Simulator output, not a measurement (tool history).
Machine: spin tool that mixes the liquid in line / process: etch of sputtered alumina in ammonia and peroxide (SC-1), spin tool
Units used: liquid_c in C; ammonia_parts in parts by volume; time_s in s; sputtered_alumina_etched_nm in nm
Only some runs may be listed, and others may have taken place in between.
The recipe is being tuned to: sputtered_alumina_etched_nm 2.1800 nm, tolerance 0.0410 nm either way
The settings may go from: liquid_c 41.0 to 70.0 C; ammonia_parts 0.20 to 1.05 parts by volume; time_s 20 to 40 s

run  hour  liquid_c  ammonia_parts  time_s  sputtered_alumina_etched_nm
  1   0.0      57.0           0.55      40                       2.7651
  2   4.5      57.0           0.55      40                       2.7727
  3   5.6      57.0           0.40      40                       2.6837
  4  13.1      56.0           0.40      40                       2.5490
  5  17.9      56.0           0.60      40                       2.6602
  6  25.7      56.0           0.40      40                       2.5396
  7  33.0      55.5           0.40      40                       2.4725
  8  41.2      52.5           0.40      40                       2.1130

Consider the 4 candidate settings below. Which is the only one whose results all fall within their allowed miss of target?
  A  49.4      53.0           0.45      40                            ?
  B  49.4      51.5           0.35      40                            ?
  C  49.4      51.0           0.55      40                            ?
  D  49.4      52.5           0.35      40                            ?

move  sputtered_alumina_etched_nm
   A                       2.1935
   B                       1.9748
   C                       2.0058
   D                       2.0849
A: every result lands within tolerance
B: its largest miss is bigger than the last run's
C: its largest miss is bigger than the last run's
D: its largest miss is bigger than the last run's
A meets every target.
